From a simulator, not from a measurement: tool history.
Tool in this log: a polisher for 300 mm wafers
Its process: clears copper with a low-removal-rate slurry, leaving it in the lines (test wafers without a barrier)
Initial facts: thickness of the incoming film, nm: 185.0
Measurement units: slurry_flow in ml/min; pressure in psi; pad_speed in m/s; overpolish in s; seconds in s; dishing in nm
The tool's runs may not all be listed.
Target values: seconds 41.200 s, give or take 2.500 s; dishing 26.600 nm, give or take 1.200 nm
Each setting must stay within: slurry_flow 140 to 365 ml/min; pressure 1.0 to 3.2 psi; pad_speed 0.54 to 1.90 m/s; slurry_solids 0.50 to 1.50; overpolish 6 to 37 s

Run 1, hour 0.0: slurry_flow 235 ml/min, pressure 2.1 psi, pad_speed 1.22 m/s, slurry_solids 1.00, overpolish 19 s. Result: seconds 73.965 s, dishing 33.661 nm.
Run 2, hour 1.2: slurry_flow 235 ml/min, pressure 2.1 psi, pad_speed 1.22 m/s, slurry_solids 0.80, overpolish 19 s. Result: seconds 78.122 s, dishing 33.161 nm.
Run 3, hour 2.3: slurry_flow 235 ml/min, pressure 2.2 psi, pad_speed 1.24 m/s, slurry_solids 0.90, overpolish 17 s. Result: seconds 73.496 s, dishing 31.282 nm.
Run 4, hour 4.0: slurry_flow 270 ml/min, pressure 2.2 psi, pad_speed 1.24 m/s, slurry_solids 0.90, overpolish 17 s. Result: seconds 70.531 s, dishing 33.268 nm.
Run 5, hour 12.3: slurry_flow 245 ml/min, pressure 2.4 psi, pad_speed 1.26 m/s, slurry_solids 1.00, overpolish 15 s. Result: seconds 65.176 s, dishing 31.789 nm.
Run 6, hour 14.1: slurry_flow 245 ml/min, pressure 2.7 psi, pad_speed 1.26 m/s, slurry_solids 1.00, overpolish 15 s. Result: seconds 55.950 s, dishing 34.677 nm.
Run 7, hour 18.5: slurry_flow 235 ml/min, pressure 2.8 psi, pad_speed 1.28 m/s, slurry_solids 1.05, overpolish 13 s. Result: seconds 53.277 s, dishing 32.499 nm.
Run 8, hour 21.0: slurry_flow 225 ml/min, pressure 2.9 psi, pad_speed 1.30 m/s, slurry_solids 1.10, overpolish 12 s. Result: seconds 49.488 s, dishing 31.897 nm.
Run 9, hour 27.9: slurry_flow 225 ml/min, pressure 3.0 psi, pad_speed 1.30 m/s, slurry_solids 1.15, overpolish 11 s. Result: seconds 51.083 s, dishing 30.236 nm.
Run 10, hour 32.6: slurry_flow 210 ml/min, pressure 3.0 psi, pad_speed 1.34 m/s, slurry_solids 1.15, overpolish 10 s. Result: seconds 47.126 s, dishing 28.021 nm.
Run 11, hour 36.9: slurry_flow 205 ml/min, pressure 3.0 psi, pad_speed 1.36 m/s, slurry_solids 1.15, overpolish 10 s. Result: seconds 46.631 s, dishing 28.402 nm.
Run 12, hour 42.6: slurry_flow 200 ml/min, pressure 3.0 psi, pad_speed 1.38 m/s, slurry_solids 1.15, overpolish 10 s. Result: seconds 46.341 s, dishing 28.914 nm.
Run 13, hour 47.0: slurry_flow 195 ml/min, pressure 3.0 psi, pad_speed 1.40 m/s, slurry_solids 1.15, overpolish 9 s. Result: seconds 46.537 s, dishing 26.683 nm.
Run 14, hour 52.0: slurry_flow 200 ml/min, pressure 3.1 psi, pad_speed 1.42 m/s, slurry_solids 1.15, overpolish 8 s. Result: seconds 46.076 s, dishing 24.557 nm.
Run 15, hour 57.4: slurry_flow 205 ml/min, pressure 3.1 psi, pad_speed 1.44 m/s, slurry_solids 1.15, overpolish 8 s. Result: seconds 44.041 s, dishing 25.044 nm.

Consider the 5 candidate settings below. Which is the only one whose results all fall within their allowed miss of target?
Run A, hour 62.8: slurry_flow 225 ml/min, pressure 3.2 psi, pad_speed 1.46 m/s, slurry_solids 1.15, overpolish 7 s. Result: seconds ?, dishing ?.
Run B, hour 62.8: slurry_flow 310 ml/min, pressure 3.2 psi, pad_speed 1.84 m/s, slurry_solids 0.85, overpolish 6 s. Result: seconds ?, dishing ?.
Run C, hour 62.8: slurry_flow 245 ml/min, pressure 3.2 psi, pad_speed 1.70 m/s, slurry_solids 1.05, overpolish 7 s. Result: seconds ?, dishing ?.
Run D, hour 62.8: slurry_flow 260 ml/min, pressure 3.0 psi, pad_speed 1.80 m/s, slurry_solids 1.15, overpolish 6 s. Result: seconds ?, dishing ?.
Run E, hour 62.8: slurry_flow 205 ml/min, pressure 3.2 psi, pad_speed 1.44 m/s, slurry_solids 1.25, overpolish 8 s. Result: seconds ?, dishing ?.

move  seconds  dishing
   A   42.127   22.555
   B   35.397   22.977
   C   37.186   25.325
   D   36.543   22.269
   E   42.360   25.401
A: lands further from the targets than the last run did
B: lands further from the targets than the last run did
C: lands further from the targets than the last run did
D: lands further from the targets than the last run did
E: every result lands within tolerance
So the answer is move E, the one that meets all the targets.

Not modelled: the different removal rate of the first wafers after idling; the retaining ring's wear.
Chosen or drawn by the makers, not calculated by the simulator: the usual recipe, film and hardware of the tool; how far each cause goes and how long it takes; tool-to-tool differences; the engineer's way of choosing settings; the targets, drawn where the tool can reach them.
